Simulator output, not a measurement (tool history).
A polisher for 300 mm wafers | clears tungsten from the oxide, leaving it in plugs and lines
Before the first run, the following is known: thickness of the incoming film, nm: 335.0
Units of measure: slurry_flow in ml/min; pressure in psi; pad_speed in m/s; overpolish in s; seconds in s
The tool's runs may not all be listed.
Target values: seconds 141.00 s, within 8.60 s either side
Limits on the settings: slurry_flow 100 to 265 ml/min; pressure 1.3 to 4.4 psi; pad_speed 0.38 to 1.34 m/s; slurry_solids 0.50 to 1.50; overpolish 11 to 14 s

{"run": 1, "hour": 0.0, "slurry_flow": 170, "pressure": 2.8, "pad_speed": 0.86, "slurry_solids": 1.0, "overpolish": 14, "seconds": 113.25}
{"run": 2, "hour": 8.0, "slurry_flow": 170, "pressure": 2.6, "pad_speed": 0.86, "slurry_solids": 1.0, "overpolish": 14, "seconds": 119.46}
{"run": 3, "hour": 14.3, "slurry_flow": 170, "pressure": 2.6, "pad_speed": 0.86, "slurry_solids": 1.15, "overpolish": 14, "seconds": 115.97}
{"run": 4, "hour": 17.7, "slurry_flow": 170, "pressure": 2.4, "pad_speed": 0.86, "slurry_solids": 1.15, "overpolish": 14, "seconds": 123.9}
{"hour": 25.6, "done": "slurry tank refilled with fresh slurry and peroxide"}
{"run": 5, "hour": 25.6, "slurry_flow": 135, "pressure": 2.4, "pad_speed": 0.86, "slurry_solids": 1.15, "overpolish": 14, "seconds": 106.89}
{"run": 6, "hour": 33.2, "slurry_flow": 150, "pressure": 2.3, "pad_speed": 0.86, "slurry_solids": 1.15, "overpolish": 14, "seconds": 107.79}
{"run": 7, "hour": 41.7, "slurry_flow": 165, "pressure": 2.2, "pad_speed": 0.84, "slurry_solids": 1.15, "overpolish": 14, "seconds": 116.19}
{"run": 8, "hour": 50.1, "slurry_flow": 165, "pressure": 2.2, "pad_speed": 0.84, "slurry_solids": 1.15, "overpolish": 14, "seconds": 113.52}
{"run": 9, "hour": 54.2, "slurry_flow": 175, "pressure": 2.2, "pad_speed": 0.78, "slurry_solids": 1.15, "overpolish": 14, "seconds": 122.4}
{"run": 10, "hour": 59.6, "slurry_flow": 185, "pressure": 2.1, "pad_speed": 0.74, "slurry_solids": 1.15, "overpolish": 14, "seconds": 131.63}

4 candidate next runs follow, results not yet known. Just one meets every target within its allowed miss. Identify it.
{"run": "A", "hour": 65.0, "slurry_flow": 125, "pressure": 1.8, "pad_speed": 0.94, "slurry_solids": 1.25, "overpolish": 11, "seconds": "?"}
{"run": "B", "hour": 65.0, "slurry_flow": 180, "pressure": 1.6, "pad_speed": 0.8, "slurry_solids": 1.25, "overpolish": 14, "seconds": "?"}
{"run": "C", "hour": 65.0, "slurry_flow": 155, "pressure": 2.0, "pad_speed": 0.66, "slurry_solids": 1.05, "overpolish": 11, "seconds": "?"}
{"run": "D", "hour": 65.0, "slurry_flow": 190, "pressure": 2.5, "pad_speed": 0.7, "slurry_solids": 1.15, "overpolish": 14, "seconds": "?"}

move=A seconds=120.14
move=B seconds=143.85
move=C seconds=160.02
move=D seconds=122.91
A: moves away from the targets compared with the last run
B: each result inside its tolerance
C: pushes the last run's worst result past its target
D: moves away from the targets compared with the last run
Answer: B
